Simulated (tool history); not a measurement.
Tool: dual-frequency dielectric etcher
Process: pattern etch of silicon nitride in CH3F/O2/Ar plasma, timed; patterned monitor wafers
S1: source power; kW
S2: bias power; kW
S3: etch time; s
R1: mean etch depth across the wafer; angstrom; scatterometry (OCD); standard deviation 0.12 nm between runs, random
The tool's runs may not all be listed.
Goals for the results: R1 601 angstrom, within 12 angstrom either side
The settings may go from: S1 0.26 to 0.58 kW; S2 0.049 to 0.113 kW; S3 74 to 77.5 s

run 1 hour=0 | S1=0.42 S2=0.081 S3=74 | R1=547.58
run 2 hour=3.2 | S1=0.44 S2=0.082 S3=74 | R1=559.59
run 3 hour=7.6 | S1=0.44 S2=0.068 S3=74 | R1=531.9
run 4 hour=15.5 | S1=0.44 S2=0.068 S3=74 | R1=530.1
run 5 hour=22.3 | S1=0.44 S2=0.078 S3=74 | R1=552.65
run 6 hour=23.9 | S1=0.46 S2=0.079 S3=74 | R1=563.96
run 7 hour=28.6 | S1=0.47 S2=0.08 S3=74 | R1=571.6
run 8 hour=32.5 | S1=0.48 S2=0.081 S3=74 | R1=582.49
run 9 hour=36.3 | S1=0.49 S2=0.081 S3=74 | R1=585.73

Which single option among these 4 for the next run brings every result within its allowed miss of target? Just one does.
run A hour=40.1 | S1=0.55 S2=0.062 S3=74 | R1=?
run B hour=40.1 | S1=0.45 S2=0.082 S3=76 | R1=?
run C hour=40.1 | S1=0.46 S2=0.081 S3=74 | R1=?
run D hour=40.1 | S1=0.47 S2=0.093 S3=74 | R1=?

move=A R1=568.08
move=B R1=581.72
move=C R1=569.51
move=D R1=599.89
A: lands further from the targets than the last run did
B: lands further from the targets than the last run did
C: lands further from the targets than the last run did
D: meets every target
D meets every target.
